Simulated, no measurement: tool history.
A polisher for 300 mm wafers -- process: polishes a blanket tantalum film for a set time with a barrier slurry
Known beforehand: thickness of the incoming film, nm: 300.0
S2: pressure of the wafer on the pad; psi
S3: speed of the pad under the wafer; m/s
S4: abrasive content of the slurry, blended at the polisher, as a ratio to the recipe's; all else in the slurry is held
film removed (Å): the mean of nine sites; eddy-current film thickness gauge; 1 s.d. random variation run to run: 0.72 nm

{"run": 1, "hour": 0.0, "flow of slurry (ml/min)": 315, "S2": 2.2, "S3": 0.88, "S4": 1.0, "polishing time (s)": 68, "film removed (Å)": 1004.1}
{"run": 2, "hour": 8.6, "flow of slurry (ml/min)": 315, "S2": 2.7, "S3": 0.88, "S4": 1.0, "polishing time (s)": 68, "film removed (Å)": 1177.5}
{"run": 3, "hour": 11.1, "flow of slurry (ml/min)": 315, "S2": 2.7, "S3": 0.88, "S4": 0.85, "polishing time (s)": 68, "film removed (Å)": 1121.2}
{"run": 4, "hour": 14.8, "flow of slurry (ml/min)": 315, "S2": 2.5, "S3": 0.86, "S4": 0.85, "polishing time (s)": 68, "film removed (Å)": 1037.7}
{"run": 5, "hour": 21.6, "flow of slurry (ml/min)": 315, "S2": 2.5, "S3": 0.86, "S4": 0.75, "polishing time (s)": 68, "film removed (Å)": 994.27}
{"run": 6, "hour": 26.9, "flow of slurry (ml/min)": 380, "S2": 2.5, "S3": 0.86, "S4": 0.75, "polishing time (s)": 68, "film removed (Å)": 997.69}
{"run": 7, "hour": 31.9, "flow of slurry (ml/min)": 380, "S2": 2.5, "S3": 0.86, "S4": 0.75, "polishing time (s)": 68, "film removed (Å)": 1007.9}
{"run": 8, "hour": 33.7, "flow of slurry (ml/min)": 380, "S2": 1.9, "S3": 0.82, "S4": 0.75, "polishing time (s)": 68, "film removed (Å)": 782.63}
{"hour": 34.9, "done": "slurry nozzle cleaned"}
{"run": 9, "hour": 34.9, "flow of slurry (ml/min)": 380, "S2": 1.8, "S3": 0.82, "S4": 0.75, "polishing time (s)": 68, "film removed (Å)": 762.21}

Run 10, settings as shown, results not yet in. Your forecast:
{"run": 10, "hour": 42.5, "flow of slurry (ml/min)": 380, "S2": 1.7, "S3": 0.8, "S4": 0.75, "polishing time (s)": 68, "film removed (Å)": "?"}

{"run 10": {"film removed (Å)": 719.34}}

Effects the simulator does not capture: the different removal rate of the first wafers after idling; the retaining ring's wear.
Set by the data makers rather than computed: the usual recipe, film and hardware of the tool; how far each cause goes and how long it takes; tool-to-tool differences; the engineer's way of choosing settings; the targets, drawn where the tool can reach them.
